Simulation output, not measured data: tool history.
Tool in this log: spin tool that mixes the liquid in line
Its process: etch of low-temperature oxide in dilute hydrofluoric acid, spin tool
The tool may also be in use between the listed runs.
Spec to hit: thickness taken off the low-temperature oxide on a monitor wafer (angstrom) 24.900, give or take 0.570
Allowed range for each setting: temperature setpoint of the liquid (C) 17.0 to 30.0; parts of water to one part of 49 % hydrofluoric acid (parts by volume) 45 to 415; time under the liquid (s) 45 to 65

run,day,temperature setpoint of the liquid (C),parts of water to one part of 49 % hydrofluoric acid (parts by volume),time under the liquid (s),thickness taken off the low-temperature oxide on a monitor wafer (angstrom)
1,0.000,22.0,230,65,27.807
2,0.200,21.5,230,65,27.477
3,0.254,21.5,230,45,18.776
4,0.554,21.5,230,65,27.162
5,0.704,21.5,160,65,41.968
6,0.850,24.5,160,65,46.677
7,1.046,23.0,175,65,39.963
8,1.079,21.5,185,65,35.483
9,1.300,20.5,190,65,33.070
10,1.575,20.5,190,65,33.211
11,1.729,19.5,195,65,30.385
12,2.025,19.0,200,65,29.202
13,2.183,18.5,205,65,27.938
14,2.250,18.0,205,65,27.373
15,2.412,17.5,210,65,26.203

Consider the 5 candidate settings below. Which is the only one whose results all fall within their allowed miss of target?
A,2.575,18.0,215,60,?
B,2.575,18.5,225,65,?
C,2.575,18.5,220,60,?
D,2.575,21.0,240,60,?
E,2.575,17.5,225,65,?

move,thickness taken off the low-temperature oxide on a monitor wafer (angstrom)
A,23.688
B,24.774
C,23.496
D,23.244
E,23.828
A: the result that was furthest off in the last run now lies on the other side of its target
B: all results land within tolerance of their targets
C: the result that was furthest off in the last run now lies on the other side of its target
D: the result that was furthest off in the last run now lies on the other side of its target
E: the result that was furthest off in the last run now lies on the other side of its target
Move B is the one to make.

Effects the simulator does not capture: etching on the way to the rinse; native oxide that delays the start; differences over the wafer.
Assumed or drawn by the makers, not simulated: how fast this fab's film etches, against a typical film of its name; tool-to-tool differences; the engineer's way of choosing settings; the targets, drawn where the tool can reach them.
